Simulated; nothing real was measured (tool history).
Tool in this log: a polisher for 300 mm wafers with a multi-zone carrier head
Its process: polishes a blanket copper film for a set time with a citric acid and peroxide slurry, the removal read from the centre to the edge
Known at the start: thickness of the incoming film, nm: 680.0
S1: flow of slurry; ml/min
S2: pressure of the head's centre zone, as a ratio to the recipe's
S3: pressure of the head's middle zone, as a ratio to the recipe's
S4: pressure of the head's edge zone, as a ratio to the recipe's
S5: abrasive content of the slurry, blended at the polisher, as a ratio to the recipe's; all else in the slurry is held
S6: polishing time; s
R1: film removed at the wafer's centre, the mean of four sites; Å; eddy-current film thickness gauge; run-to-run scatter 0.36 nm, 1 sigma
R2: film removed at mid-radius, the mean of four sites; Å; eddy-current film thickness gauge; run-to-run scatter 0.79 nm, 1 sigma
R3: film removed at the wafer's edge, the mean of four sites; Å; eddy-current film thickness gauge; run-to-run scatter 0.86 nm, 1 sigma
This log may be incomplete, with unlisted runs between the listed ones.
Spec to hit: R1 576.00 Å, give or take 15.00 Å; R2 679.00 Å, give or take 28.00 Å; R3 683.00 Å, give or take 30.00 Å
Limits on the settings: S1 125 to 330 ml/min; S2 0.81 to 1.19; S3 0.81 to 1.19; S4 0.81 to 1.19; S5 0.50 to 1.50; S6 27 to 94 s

run  hour   S1    S2    S3    S4    S5  S6       R1       R2       R3
  1   0.0  210  1.00  1.00  1.00  1.00  60  1189.80  1167.30  1169.10
  2   4.3  195  0.95  0.99  0.99  0.85  54   980.22   981.63  1007.30
  3  10.0  195  0.95  0.99  0.99  0.70  54   973.32   980.54   996.12
  4  13.4  195  0.95  0.99  0.99  0.70  65  1157.40  1166.60  1188.90
  5  18.8  180  0.91  1.00  0.99  0.65  57   957.39  1006.80  1033.70
  6  21.1  170  0.88  1.01  0.98  0.60  51   809.19   903.15   906.42
  7  30.0  160  0.86  1.00  0.96  0.55  47   709.76   803.58   792.34
  8  36.7  150  0.85  0.99  0.96  0.55  45   676.47   763.24   759.08
  9  41.9  130  0.81  0.99  0.99  0.50  38   510.94   615.33   632.70
 10  49.1  150  0.81  0.99  0.99  0.50  38   529.24   632.63   665.44
 11  57.6  160  0.82  1.00  0.98  0.50  37   531.61   635.59   635.52
 12  60.6  175  0.82  1.00  0.99  0.55  37   541.81   640.25   647.04
 13  66.3  185  0.82  1.01  1.00  0.55  37   545.42   645.81   664.50

4 next moves are on the table. One of them brings every result within its allowed miss. Which?
  A  72.0  285  0.89  1.03  0.84  0.50  36   ?   ?   ?
  B  72.0  130  0.88  1.07  1.07  0.50  39   ?   ?   ?
  C  72.0  205  0.87  1.00  1.00  0.60  38   ?   ?   ?
  D  72.0  155  0.81  0.94  1.04  0.50  38   ?   ?   ?

move      R1      R2      R3
   A  610.16  686.92  608.85
   B  576.44  686.43  679.76
   C  614.43  693.14  689.74
   D  535.07  619.31  669.46
A: the result that was furthest off in the last run now lies on the other side of its target
B: every result within its allowed miss
C: the result that was furthest off in the last run now lies on the other side of its target
D: further off than the last run
The move that meets every target is B.
